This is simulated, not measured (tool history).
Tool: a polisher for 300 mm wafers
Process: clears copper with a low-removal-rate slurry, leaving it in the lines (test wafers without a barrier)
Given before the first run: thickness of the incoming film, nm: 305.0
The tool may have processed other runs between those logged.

run,day,flow of slurry (ml/min),pressure of the wafer on the pad (kPa),speed of the pad under the wafer (m/s),abrasive content of the slurry,overpolish time after the end point (s),time until the end point was called (s),dishing of a wide line in a test structure (Å)
1,0.000,215,17.2,1.32,1.00,28,79.733,578.60
2,0.096,265,17.2,1.32,1.00,28,78.929,594.86
3,0.262,265,17.2,1.14,1.00,28,89.180,551.38
4,0.529,305,17.2,1.14,1.00,28,89.528,534.60
5,0.704,305,17.2,1.14,1.00,17,88.117,389.58
6,0.871,305,15.9,1.12,1.00,18,94.938,365.16
7,0.958,295,11.0,0.76,0.95,32,176.410,342.44
8,1.025,295,11.0,0.76,0.95,31,177.380,337.89

Run 9 has not been measured yet. What should we expect?
9,1.225,295,11.0,0.76,0.95,30,?,?

time until the end point was called (s): 180.970
dishing of a wide line in a test structure (Å): 320.06

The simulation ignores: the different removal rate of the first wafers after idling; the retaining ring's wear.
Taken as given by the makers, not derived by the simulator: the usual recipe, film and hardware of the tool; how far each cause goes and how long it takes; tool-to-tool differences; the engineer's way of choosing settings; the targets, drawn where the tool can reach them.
